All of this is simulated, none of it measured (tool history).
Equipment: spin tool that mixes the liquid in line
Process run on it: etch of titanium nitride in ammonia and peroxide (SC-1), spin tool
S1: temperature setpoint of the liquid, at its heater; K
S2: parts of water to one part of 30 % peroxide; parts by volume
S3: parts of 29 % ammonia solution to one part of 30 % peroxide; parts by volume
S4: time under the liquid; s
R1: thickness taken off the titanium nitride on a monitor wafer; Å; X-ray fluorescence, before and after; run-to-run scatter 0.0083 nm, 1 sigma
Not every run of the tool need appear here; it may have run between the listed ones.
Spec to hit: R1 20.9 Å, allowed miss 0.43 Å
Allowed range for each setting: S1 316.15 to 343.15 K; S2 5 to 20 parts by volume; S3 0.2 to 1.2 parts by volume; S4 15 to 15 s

{"run": 1, "hour": 0.0, "S1": 332.15, "S2": 11, "S3": 0.8, "S4": 15, "R1": 24.665}
{"run": 2, "hour": 0.9, "S1": 336.65, "S2": 11, "S3": 0.8, "S4": 15, "R1": 32.941}
{"run": 3, "hour": 5.2, "S1": 335.65, "S2": 11, "S3": 0.8, "S4": 15, "R1": 31.296}
{"run": 4, "hour": 9.0, "S1": 335.65, "S2": 7.5, "S3": 0.8, "S4": 15, "R1": 37.393}
{"run": 5, "hour": 14.4, "S1": 335.65, "S2": 5, "S3": 0.8, "S4": 15, "R1": 45.527}
{"run": 6, "hour": 18.2, "S1": 335.65, "S2": 5, "S3": 0.65, "S4": 15, "R1": 44.144}
{"run": 7, "hour": 26.0, "S1": 334.15, "S2": 5, "S3": 0.65, "S4": 15, "R1": 40.098}
{"run": 8, "hour": 34.5, "S1": 332.65, "S2": 5, "S3": 0.65, "S4": 15, "R1": 35.952}

Exactly one of the 5 candidate moves below puts every result within its allowed miss. Which one?
{"run": "A", "hour": 43.0, "S1": 330.65, "S2": 10.5, "S3": 0.4, "S4": 15, "R1": "?"}
{"run": "B", "hour": 43.0, "S1": 327.65, "S2": 8, "S3": 0.7, "S4": 15, "R1": "?"}
{"run": "C", "hour": 43.0, "S1": 327.15, "S2": 7, "S3": 0.45, "S4": 15, "R1": "?"}
{"run": "D", "hour": 43.0, "S1": 328.15, "S2": 9, "S3": 0.6, "S4": 15, "R1": "?"}
{"run": "E", "hour": 43.0, "S1": 326.15, "S2": 6.5, "S3": 0.55, "S4": 15, "R1": "?"}

move=A R1=20.321
move=B R1=21.005
move=C R1=20.191
move=D R1=19.976
move=E R1=20.212
A: pushes the last run's worst result past its target
B: each result inside its tolerance
C: pushes the last run's worst result past its target
D: pushes the last run's worst result past its target
E: pushes the last run's worst result past its target
The move that meets every target is B.
